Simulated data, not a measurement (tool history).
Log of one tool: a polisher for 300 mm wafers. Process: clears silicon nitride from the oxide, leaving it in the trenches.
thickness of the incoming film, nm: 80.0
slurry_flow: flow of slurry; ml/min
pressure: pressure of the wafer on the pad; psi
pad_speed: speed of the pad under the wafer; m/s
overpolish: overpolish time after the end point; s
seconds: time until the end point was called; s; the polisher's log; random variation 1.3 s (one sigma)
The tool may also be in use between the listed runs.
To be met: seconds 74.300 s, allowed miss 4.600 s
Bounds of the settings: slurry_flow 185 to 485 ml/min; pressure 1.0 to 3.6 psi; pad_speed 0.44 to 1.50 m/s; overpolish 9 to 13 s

Run 1, hour 0.0: slurry_flow 310 ml/min, pressure 2.3 psi, pad_speed 0.96 m/s, overpolish 13 s. Result: seconds 129.540 s.
Run 2, hour 8.8: slurry_flow 310 ml/min, pressure 2.5 psi, pad_speed 0.96 m/s, overpolish 13 s. Result: seconds 119.440 s.
Run 3, hour 11.3: slurry_flow 235 ml/min, pressure 2.5 psi, pad_speed 0.96 m/s, overpolish 13 s. Result: seconds 121.760 s.
Run 4, hour 18.0: slurry_flow 235 ml/min, pressure 2.5 psi, pad_speed 0.96 m/s, overpolish 13 s. Result: seconds 120.710 s.
Run 5, hour 20.3: slurry_flow 185 ml/min, pressure 2.5 psi, pad_speed 0.96 m/s, overpolish 13 s. Result: seconds 127.240 s.
Run 6, hour 27.5: slurry_flow 185 ml/min, pressure 2.5 psi, pad_speed 0.96 m/s, overpolish 9 s. Result: seconds 131.030 s.
Run 7, hour 32.8: slurry_flow 190 ml/min, pressure 2.8 psi, pad_speed 0.98 m/s, overpolish 9 s. Result: seconds 111.630 s.
Run 8, hour 39.2: slurry_flow 195 ml/min, pressure 3.0 psi, pad_speed 1.00 m/s, overpolish 9 s. Result: seconds 102.920 s.
Run 9, hour 46.5: slurry_flow 200 ml/min, pressure 3.2 psi, pad_speed 1.04 m/s, overpolish 9 s. Result: seconds 95.184 s.
Run 10, hour 50.0: slurry_flow 205 ml/min, pressure 3.3 psi, pad_speed 1.08 m/s, overpolish 9 s. Result: seconds 88.973 s.
Run 11, hour 50.6: slurry_flow 205 ml/min, pressure 3.3 psi, pad_speed 1.08 m/s, overpolish 9 s. Result: seconds 88.781 s.
Run 12, hour 56.0: slurry_flow 205 ml/min, pressure 3.4 psi, pad_speed 1.10 m/s, overpolish 9 s. Result: seconds 84.142 s.
Run 13, hour 60.8: slurry_flow 205 ml/min, pressure 3.4 psi, pad_speed 1.10 m/s, overpolish 9 s. Result: seconds 85.699 s.
Run 14, hour 65.7: slurry_flow 205 ml/min, pressure 3.5 psi, pad_speed 1.14 m/s, overpolish 9 s. Result: seconds 79.502 s.
Run 15, hour 69.8: slurry_flow 205 ml/min, pressure 3.5 psi, pad_speed 1.16 m/s, overpolish 9 s. Result: seconds 79.530 s.

5 next moves are on the table. One of them brings every result within its allowed miss. Which?
Run A, hour 73.9: slurry_flow 200 ml/min, pressure 3.6 psi, pad_speed 1.22 m/s, overpolish 13 s. Result: seconds ?.
Run B, hour 73.9: slurry_flow 200 ml/min, pressure 3.2 psi, pad_speed 1.16 m/s, overpolish 13 s. Result: seconds ?.
Run C, hour 73.9: slurry_flow 200 ml/min, pressure 3.0 psi, pad_speed 1.26 m/s, overpolish 9 s. Result: seconds ?.
Run D, hour 73.9: slurry_flow 270 ml/min, pressure 3.4 psi, pad_speed 1.06 m/s, overpolish 13 s. Result: seconds ?.
Run E, hour 73.9: slurry_flow 200 ml/min, pressure 3.4 psi, pad_speed 1.50 m/s, overpolish 13 s. Result: seconds ?.

move  seconds
   A   75.806
   B   88.343
   C   88.435
   D   85.888
   E   68.371
A: meets every target
B: further off than the last run
C: further off than the last run
D: further off than the last run
E: takes the result that was furthest off past its target
The right move is A.
